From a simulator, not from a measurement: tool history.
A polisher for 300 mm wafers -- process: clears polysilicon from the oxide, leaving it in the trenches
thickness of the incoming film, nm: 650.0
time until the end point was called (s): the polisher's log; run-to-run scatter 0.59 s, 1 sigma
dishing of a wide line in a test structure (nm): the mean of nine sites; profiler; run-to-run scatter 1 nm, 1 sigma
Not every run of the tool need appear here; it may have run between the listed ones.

| run | hour | flow of slurry (ml/min) | pressure of the wafer on the pad (psi) | speed of the pad under the wafer (m/s) | overpolish time after the end point (s) | time until the end point was called (s) | dishing of a wide line in a test structure (nm) |
|---|---|---|---|---|---|---|---|
| 1 | 0 | 265 | 2.7 | 0.78 | 23 | 52.93 | 74.882 |
| 2 | 4.5 | 265 | 2.7 | 0.78 | 27 | 54.695 | 78.482 |
| 3 | 5.8 | 215 | 2.7 | 0.78 | 27 | 53.918 | 74.258 |
| 4 | 8.1 | 275 | 2.7 | 0.78 | 27 | 54.659 | 77.342 |
| 5 | 15.7 | 275 | 2.7 | 0.78 | 22 | 52.864 | 76.368 |
| 6 | 21.3 | 275 | 2.7 | 0.58 | 22 | 68.843 | 72.803 |
| 7 | 30 | 265 | 2.8 | 0.6 | 20 | 65.203 | 69.421 |
| 8 | 38.3 | 260 | 2.9 | 0.62 | 19 | 61.607 | 71.862 |
| 9 | 45.9 | 250 | 2.9 | 0.66 | 18 | 59.117 | 71.104 |
| 10 | 50.1 | 240 | 3 | 0.68 | 17 | 55.707 | 70.565 |
| 11 | 52.7 | 230 | 3.1 | 0.7 | 16 | 52.013 | 71.064 |
| 12 | 57.3 | 225 | 3.2 | 0.72 | 15 | 49.714 | 70.882 |
| 13 | 62.3 | 225 | 3.2 | 0.72 | 15 | 49.067 | 70.263 |

Predict the results of run 14:
| 14 | 64 | 220 | 3.3 | 0.72 | 14 | ? | ? |

time until the end point was called (s): 47.241
dishing of a wide line in a test structure (nm): 72.114
